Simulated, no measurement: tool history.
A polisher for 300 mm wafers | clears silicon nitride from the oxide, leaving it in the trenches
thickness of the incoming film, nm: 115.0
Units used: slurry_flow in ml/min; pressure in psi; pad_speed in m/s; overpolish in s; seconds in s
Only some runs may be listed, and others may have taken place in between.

run 1 hour=0.0 | slurry_flow=275 pressure=2.1 pad_speed=1.00 overpolish=33 | seconds=152.01
run 2 hour=7.0 | slurry_flow=275 pressure=2.0 pad_speed=0.98 overpolish=33 | seconds=164.24
run 3 hour=15.2 | slurry_flow=315 pressure=2.0 pad_speed=0.98 overpolish=33 | seconds=160.97
run 4 hour=21.7 | slurry_flow=315 pressure=2.0 pad_speed=0.98 overpolish=33 | seconds=158.52
run 5 hour=28.1 | slurry_flow=315 pressure=2.0 pad_speed=0.98 overpolish=35 | seconds=159.16
run 6 hour=36.0 | slurry_flow=310 pressure=1.9 pad_speed=0.96 overpolish=35 | seconds=173.39
run 7 hour=37.3 | slurry_flow=305 pressure=1.8 pad_speed=0.94 overpolish=35 | seconds=183.42
run 8 hour=39.8 | slurry_flow=300 pressure=1.7 pad_speed=0.92 overpolish=35 | seconds=199.44
run 9 hour=47.4 | slurry_flow=280 pressure=1.1 pad_speed=0.80 overpolish=35 | seconds=346.98
run 10 hour=54.8 | slurry_flow=285 pressure=1.1 pad_speed=0.80 overpolish=35 | seconds=349.35
run 11 hour=57.8 | slurry_flow=290 pressure=1.1 pad_speed=0.80 overpolish=35 | seconds=350.56
run 12 hour=59.1 | slurry_flow=295 pressure=1.1 pad_speed=0.80 overpolish=35 | seconds=342.56
run 13 hour=62.5 | slurry_flow=300 pressure=1.1 pad_speed=0.80 overpolish=35 | seconds=346.68

Predict the results of run 14:
-- hour=63.8 slurry nozzle cleaned
run 14 hour=63.8 | slurry_flow=305 pressure=1.2 pad_speed=0.80 overpolish=35 | seconds=?

seconds: 302.94 s
